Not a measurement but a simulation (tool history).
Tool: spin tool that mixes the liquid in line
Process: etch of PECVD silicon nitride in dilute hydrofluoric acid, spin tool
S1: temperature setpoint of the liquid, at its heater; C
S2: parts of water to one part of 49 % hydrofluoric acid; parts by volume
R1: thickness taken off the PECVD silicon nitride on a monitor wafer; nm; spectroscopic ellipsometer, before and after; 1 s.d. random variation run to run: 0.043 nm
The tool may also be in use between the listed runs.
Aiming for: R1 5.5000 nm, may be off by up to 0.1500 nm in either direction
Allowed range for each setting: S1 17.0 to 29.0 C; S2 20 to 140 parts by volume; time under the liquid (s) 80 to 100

run 1 hour=0.0 | S1=21.0 S2=75 time_under_the_liquid_(s)=100 | R1=3.6727
run 2 hour=1.9 | S1=21.0 S2=75 time_under_the_liquid_(s)=100 | R1=3.7187
run 3 hour=10.1 | S1=21.0 S2=75 time_under_the_liquid_(s)=80 | R1=2.9450
run 4 hour=11.9 | S1=21.0 S2=85 time_under_the_liquid_(s)=80 | R1=2.6201
run 5 hour=12.8 | S1=21.0 S2=85 time_under_the_liquid_(s)=100 | R1=3.2421
run 6 hour=19.1 | S1=21.0 S2=75 time_under_the_liquid_(s)=100 | R1=3.6577
run 7 hour=21.4 | S1=22.0 S2=75 time_under_the_liquid_(s)=100 | R1=3.9712
-- hour=28.5 hydrofluoric acid flow meter replaced
run 8 hour=28.5 | S1=23.0 S2=75 time_under_the_liquid_(s)=100 | R1=3.9419
run 9 hour=36.5 | S1=24.0 S2=75 time_under_the_liquid_(s)=100 | R1=4.2466
run 10 hour=40.3 | S1=25.0 S2=75 time_under_the_liquid_(s)=100 | R1=4.5850
run 11 hour=47.4 | S1=25.0 S2=75 time_under_the_liquid_(s)=100 | R1=4.4839
run 12 hour=51.3 | S1=28.5 S2=75 time_under_the_liquid_(s)=100 | R1=5.6915

Which one of the following 4 next-run settings gets every result inside its allowed miss? There is exactly one.
run A hour=55.2 | S1=28.5 S2=55 time_under_the_liquid_(s)=80 | R1=?
run B hour=55.2 | S1=28.0 S2=65 time_under_the_liquid_(s)=95 | R1=?
run C hour=55.2 | S1=27.0 S2=60 time_under_the_liquid_(s)=85 | R1=?
run D hour=55.2 | S1=20.5 S2=35 time_under_the_liquid_(s)=85 | R1=?

move=A R1=6.1443
move=B R1=5.9863
move=C R1=5.4313
move=D R1=5.9226
A: misses by more than the last run did
B: misses by more than the last run did
C: every result within its allowed miss
D: misses by more than the last run did
The move that meets every target is C.

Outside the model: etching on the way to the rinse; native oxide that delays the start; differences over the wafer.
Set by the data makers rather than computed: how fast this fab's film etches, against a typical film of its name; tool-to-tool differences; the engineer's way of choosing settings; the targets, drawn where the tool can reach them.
